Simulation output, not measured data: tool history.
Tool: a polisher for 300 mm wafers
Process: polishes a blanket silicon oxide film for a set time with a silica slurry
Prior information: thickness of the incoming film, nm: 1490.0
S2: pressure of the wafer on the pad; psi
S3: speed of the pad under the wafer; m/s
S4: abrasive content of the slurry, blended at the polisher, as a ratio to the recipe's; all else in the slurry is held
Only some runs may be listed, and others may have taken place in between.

Run 1, hour 0.0: flow of slurry (ml/min) 290, S2 4.9 psi, S3 1.14 m/s, S4 1.0, polishing time (s) 58. Result: film removed (nm) 257.87.
Run 2, hour 0.7: flow of slurry (ml/min) 290, S2 4.6 psi, S3 1.12 m/s, S4 1.0, polishing time (s) 58. Result: film removed (nm) 235.26.
Run 3, hour 3.1: flow of slurry (ml/min) 290, S2 4.6 psi, S3 1.36 m/s, S4 1.0, polishing time (s) 58. Result: film removed (nm) 275.64.
Run 4, hour 5.0: flow of slurry (ml/min) 290, S2 4.3 psi, S3 1.32 m/s, S4 1.0, polishing time (s) 58. Result: film removed (nm) 257.69.
Run 5, hour 10.4: flow of slurry (ml/min) 290, S2 4.3 psi, S3 1.32 m/s, S4 1.0, polishing time (s) 58. Result: film removed (nm) 254.07.
Run 6, hour 12.4: flow of slurry (ml/min) 290, S2 3.8 psi, S3 1.32 m/s, S4 1.0, polishing time (s) 58. Result: film removed (nm) 223.40.
Run 7, hour 21.3: flow of slurry (ml/min) 290, S2 3.6 psi, S3 1.28 m/s, S4 1.0, polishing time (s) 58. Result: film removed (nm) 210.56.
Run 8, hour 27.3: flow of slurry (ml/min) 290, S2 3.4 psi, S3 1.24 m/s, S4 1.0, polishing time (s) 58. Result: film removed (nm) 191.74.
Run 9, hour 33.0: flow of slurry (ml/min) 290, S2 3.3 psi, S3 1.22 m/s, S4 1.0, polishing time (s) 58. Result: film removed (nm) 185.24.
Run 10, hour 37.0: flow of slurry (ml/min) 290, S2 3.3 psi, S3 1.22 m/s, S4 1.0, polishing time (s) 58. Result: film removed (nm) 188.20.
Run 11, hour 43.3: flow of slurry (ml/min) 290, S2 3.2 psi, S3 1.20 m/s, S4 1.0, polishing time (s) 58. Result: film removed (nm) 175.97.

Run 12 is up next; what results do you expect?
Run 12, hour 45.4: flow of slurry (ml/min) 290, S2 3.1 psi, S3 1.18 m/s, S4 1.0, polishing time (s) 58. Result: film removed (nm) ?.

{"run 12": {"film removed (nm)": 166.37}}
